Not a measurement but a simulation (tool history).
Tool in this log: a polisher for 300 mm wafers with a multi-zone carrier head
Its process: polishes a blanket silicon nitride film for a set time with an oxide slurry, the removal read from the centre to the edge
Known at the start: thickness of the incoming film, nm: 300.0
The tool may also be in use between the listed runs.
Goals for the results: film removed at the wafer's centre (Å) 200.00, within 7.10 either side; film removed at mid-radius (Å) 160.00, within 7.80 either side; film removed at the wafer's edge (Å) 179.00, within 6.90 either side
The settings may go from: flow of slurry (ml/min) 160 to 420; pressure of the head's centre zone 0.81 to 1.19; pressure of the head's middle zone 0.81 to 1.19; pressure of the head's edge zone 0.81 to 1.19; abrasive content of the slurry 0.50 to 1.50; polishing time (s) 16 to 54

run,hour,flow of slurry (ml/min),pressure of the head's centre zone,pressure of the head's middle zone,pressure of the head's edge zone,abrasive content of the slurry,polishing time (s),film removed at the wafer's centre (Å),film removed at mid-radius (Å),film removed at the wafer's edge (Å)
1,0.0,270,1.00,1.00,1.00,1.00,35,227.09,226.86,226.73
2,3.9,270,1.00,1.00,1.00,0.85,35,216.84,213.34,214.32
3,9.0,270,1.00,1.00,1.00,1.00,35,226.80,227.88,229.59
4,11.7,265,1.01,0.95,0.98,0.85,35,220.16,211.54,208.23
5,16.1,265,1.03,0.91,1.03,0.75,34,205.30,190.49,207.19
6,17.3,265,0.97,0.91,1.03,0.75,34,190.59,185.75,202.97
7,20.1,260,1.07,0.81,0.93,0.50,34,181.40,149.37,169.49
8,23.6,270,1.09,0.82,0.94,0.50,34,185.41,151.71,171.37
9,24.5,270,1.09,0.82,0.94,0.50,34,188.64,150.30,173.58

4 next moves are on the table. One of them brings every result within its allowed miss. Which?
A,25.4,300,1.10,0.81,1.10,0.55,30,?,?,?
B,25.4,335,1.07,0.81,1.17,0.50,31,?,?,?
C,25.4,315,1.09,0.84,0.96,0.65,32,?,?,?
D,25.4,275,1.08,0.81,1.01,0.50,31,?,?,?

move,film removed at the wafer's centre (Å),film removed at mid-radius (Å),film removed at the wafer's edge (Å)
A,176.11,138.23,172.44
B,173.76,140.08,179.91
C,197.62,160.94,182.28
D,171.49,137.29,164.52
A: its largest miss is bigger than the last run's
B: its largest miss is bigger than the last run's
C: hits every target within its allowed miss
D: its largest miss is bigger than the last run's
C meets every target.
